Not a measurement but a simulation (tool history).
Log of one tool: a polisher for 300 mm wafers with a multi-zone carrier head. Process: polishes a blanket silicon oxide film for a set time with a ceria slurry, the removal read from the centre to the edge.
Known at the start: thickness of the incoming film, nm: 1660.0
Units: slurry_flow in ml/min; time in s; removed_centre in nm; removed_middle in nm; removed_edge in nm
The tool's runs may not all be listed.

{"run": 1, "hour": 0.0, "slurry_flow": 265, "centre_zone": 1.0, "middle_zone": 1.0, "edge_zone": 1.0, "time": 76, "removed_centre": 409.22, "removed_middle": 397.6, "removed_edge": 403.76}
{"run": 2, "hour": 1.5, "slurry_flow": 265, "centre_zone": 1.01, "middle_zone": 1.01, "edge_zone": 0.97, "time": 75, "removed_centre": 409.74, "removed_middle": 401.76, "removed_edge": 384.92}
{"run": 3, "hour": 3.0, "slurry_flow": 260, "centre_zone": 1.01, "middle_zone": 1.01, "edge_zone": 0.95, "time": 74, "removed_centre": 399.92, "removed_middle": 399.99, "removed_edge": 379.47}
{"run": 4, "hour": 11.8, "slurry_flow": 225, "centre_zone": 1.01, "middle_zone": 1.01, "edge_zone": 0.95, "time": 74, "removed_centre": 399.33, "removed_middle": 388.21, "removed_edge": 371.15}
{"run": 5, "hour": 12.4, "slurry_flow": 165, "centre_zone": 1.01, "middle_zone": 1.01, "edge_zone": 0.95, "time": 74, "removed_centre": 371.15, "removed_middle": 365.68, "removed_edge": 352.96}
{"run": 6, "hour": 18.6, "slurry_flow": 165, "centre_zone": 1.01, "middle_zone": 1.01, "edge_zone": 0.95, "time": 64, "removed_centre": 323.43, "removed_middle": 319.31, "removed_edge": 307.62}
{"run": 7, "hour": 22.2, "slurry_flow": 165, "centre_zone": 1.01, "middle_zone": 1.01, "edge_zone": 0.95, "time": 64, "removed_centre": 318.69, "removed_middle": 321.5, "removed_edge": 309.61}
{"run": 8, "hour": 29.5, "slurry_flow": 185, "centre_zone": 1.02, "middle_zone": 1.02, "edge_zone": 0.95, "time": 64, "removed_centre": 324.4, "removed_middle": 327.68, "removed_edge": 319.96}
{"run": 9, "hour": 34.0, "slurry_flow": 200, "centre_zone": 1.03, "middle_zone": 1.02, "edge_zone": 0.93, "time": 65, "removed_centre": 344.8, "removed_middle": 334.44, "removed_edge": 318.18}

Forecast run 10:
{"run": 10, "hour": 35.4, "slurry_flow": 215, "centre_zone": 1.03, "middle_zone": 1.03, "edge_zone": 0.92, "time": 65, "removed_centre": "?", "removed_middle": "?", "removed_edge": "?"}

removed_centre: 355.82 nm
removed_middle: 347.39 nm
removed_edge: 314.61 nm
